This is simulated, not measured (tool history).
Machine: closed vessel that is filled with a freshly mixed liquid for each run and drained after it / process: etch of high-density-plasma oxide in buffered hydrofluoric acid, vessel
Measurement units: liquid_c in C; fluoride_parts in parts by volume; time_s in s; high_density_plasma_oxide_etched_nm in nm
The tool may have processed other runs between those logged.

run  hour  liquid_c  fluoride_parts  time_s  high_density_plasma_oxide_etched_nm
  1   0.0      22.0            14.5     105                               122.08
  2   6.2      22.5            14.5     105                               126.47
  3   7.5      20.0            14.5     105                               110.27
  4  15.3      21.0            14.5     105                               116.90
  5  23.2      22.0            14.5     105                               123.42
  6  28.9      20.5            14.5     105                               113.83
  7  32.0      20.5            14.5     105                               113.14
  8  36.4      21.5            14.5     105                               119.20

Expected results for the next run?
  9  44.6      22.5            14.5     105                                    ?

Logged for run 9: high_density_plasma_oxide_etched_nm 126.63 nm.
